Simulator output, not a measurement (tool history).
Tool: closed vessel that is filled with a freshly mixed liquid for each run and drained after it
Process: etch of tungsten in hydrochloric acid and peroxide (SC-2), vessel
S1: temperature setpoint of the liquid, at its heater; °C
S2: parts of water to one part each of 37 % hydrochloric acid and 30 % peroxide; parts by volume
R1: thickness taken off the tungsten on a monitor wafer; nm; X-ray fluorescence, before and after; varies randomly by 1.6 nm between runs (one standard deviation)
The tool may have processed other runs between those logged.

{"run": 1, "hour": 0.0, "S1": 48, "S2": 7.5, "time in the liquid (s)": 540, "R1": 97.561}
{"run": 2, "hour": 6.3, "S1": 49.5, "S2": 7.5, "time in the liquid (s)": 540, "R1": 108.08}
{"run": 3, "hour": 8.9, "S1": 51, "S2": 7.5, "time in the liquid (s)": 540, "R1": 119.16}
{"run": 4, "hour": 16.2, "S1": 52, "S2": 7.5, "time in the liquid (s)": 540, "R1": 128.84}
{"run": 5, "hour": 22.5, "S1": 53, "S2": 7.5, "time in the liquid (s)": 540, "R1": 136.88}
{"run": 6, "hour": 24.0, "S1": 54, "S2": 7.5, "time in the liquid (s)": 540, "R1": 145.32}
{"run": 7, "hour": 32.3, "S1": 55, "S2": 7.5, "time in the liquid (s)": 540, "R1": 154.39}
{"run": 8, "hour": 41.1, "S1": 56, "S2": 7.5, "time in the liquid (s)": 540, "R1": 164.98}
{"run": 9, "hour": 42.1, "S1": 56.5, "S2": 7.5, "time in the liquid (s)": 540, "R1": 170.51}

Run 10 is up next; what results do you expect?
{"run": 10, "hour": 44.0, "S1": 57, "S2": 7.5, "time in the liquid (s)": 540, "R1": "?"}

{"run 10": {"R1": 177.08}}
